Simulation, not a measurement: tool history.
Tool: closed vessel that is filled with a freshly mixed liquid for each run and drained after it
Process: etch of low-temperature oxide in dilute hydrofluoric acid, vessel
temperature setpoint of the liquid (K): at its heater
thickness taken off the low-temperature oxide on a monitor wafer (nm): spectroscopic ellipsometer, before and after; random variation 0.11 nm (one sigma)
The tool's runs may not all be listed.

run,hour,temperature setpoint of the liquid (K),parts of water to one part of 49 % hydrofluoric acid (parts by volume),time in the liquid (s),thickness taken off the low-temperature oxide on a monitor wafer (nm)
1,0,296.15,90,30,10.983
2,2.5,297.65,90,30,11.845
3,9.5,297.65,90,30,11.654
4,13.2,299.65,90,30,12.7
5,16.6,299.65,60,30,19.546
6,24,299.65,60,30,19.856
7,29.4,297.15,60,30,17.814
8,36.7,295.15,60,30,16.517
9,41.8,293.65,60,30,15.556
10,47.9,292.65,60,30,14.799

Forecast run 11:
11,50.3,292.15,60,30,?

{"run 11": {"thickness taken off the low-temperature oxide on a monitor wafer (nm)": 14.573}}
